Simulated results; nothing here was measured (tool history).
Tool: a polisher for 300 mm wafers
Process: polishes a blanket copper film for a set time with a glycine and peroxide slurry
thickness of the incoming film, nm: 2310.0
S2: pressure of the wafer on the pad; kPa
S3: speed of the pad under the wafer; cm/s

{"run": 1, "hour": 0.0, "flow of slurry (ml/min)": 255, "S2": 20.0, "S3": 110, "polishing time (s)": 20, "film removed (nm)": 130.1}
{"run": 2, "hour": 5.6, "flow of slurry (ml/min)": 255, "S2": 17.9, "S3": 110, "polishing time (s)": 20, "film removed (nm)": 114.81}
{"run": 3, "hour": 9.1, "flow of slurry (ml/min)": 255, "S2": 16.5, "S3": 110, "polishing time (s)": 20, "film removed (nm)": 109.6}
{"run": 4, "hour": 9.8, "flow of slurry (ml/min)": 220, "S2": 16.5, "S3": 110, "polishing time (s)": 20, "film removed (nm)": 109.18}
{"run": 5, "hour": 16.5, "flow of slurry (ml/min)": 220, "S2": 15.9, "S3": 110, "polishing time (s)": 20, "film removed (nm)": 105.22}
{"run": 6, "hour": 22.7, "flow of slurry (ml/min)": 220, "S2": 15.2, "S3": 110, "polishing time (s)": 20, "film removed (nm)": 101.44}
{"run": 7, "hour": 30.9, "flow of slurry (ml/min)": 220, "S2": 14.5, "S3": 110, "polishing time (s)": 20, "film removed (nm)": 97.582}

Forecast run 8:
{"run": 8, "hour": 33.5, "flow of slurry (ml/min)": 220, "S2": 13.8, "S3": 110, "polishing time (s)": 20, "film removed (nm)": "?"}

{"run 8": {"film removed (nm)": 93.803}}

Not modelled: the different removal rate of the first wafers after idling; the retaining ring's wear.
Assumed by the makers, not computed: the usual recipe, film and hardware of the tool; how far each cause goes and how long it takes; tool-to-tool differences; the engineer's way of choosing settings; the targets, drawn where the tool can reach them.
